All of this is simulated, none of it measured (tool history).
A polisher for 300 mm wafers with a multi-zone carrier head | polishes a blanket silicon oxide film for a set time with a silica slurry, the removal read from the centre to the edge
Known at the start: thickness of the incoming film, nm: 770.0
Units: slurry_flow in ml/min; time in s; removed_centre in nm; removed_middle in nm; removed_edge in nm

run,hour,slurry_flow,centre_zone,middle_zone,edge_zone,slurry_solids,time,removed_centre,removed_middle,removed_edge
1,0.0,310,1.00,1.00,1.00,1.00,43,143.28,141.75,144.25
2,3.5,310,1.00,1.00,1.00,1.00,51,170.26,170.47,172.15
3,6.6,310,1.00,1.00,1.00,0.90,51,161.55,161.10,164.49
4,10.0,310,0.96,1.00,1.00,0.90,51,154.72,162.59,160.65
5,16.6,310,0.96,0.92,1.00,0.90,51,156.62,151.65,163.03
6,17.8,310,0.98,0.95,1.03,1.00,51,164.16,161.99,169.37
7,24.1,320,1.01,0.98,1.13,1.25,59,222.79,213.66,230.90
8,30.7,325,1.01,1.00,1.14,1.25,59,223.97,217.25,225.16
9,37.1,325,1.00,1.00,1.14,1.30,59,223.17,223.75,234.52
10,38.7,330,1.00,1.00,1.14,1.30,59,221.82,222.18,233.13
11,47.0,330,1.00,1.00,1.14,1.35,59,225.73,227.01,235.41
12,48.4,325,1.00,1.01,1.15,1.40,59,228.74,231.81,240.09

Run 13 comes next. What will it give?
13,55.4,330,1.00,1.01,1.15,1.40,59,?,?,?

Run 13 gave removed_centre 229.51 nm, removed_middle 226.98 nm, removed_edge 243.91 nm.
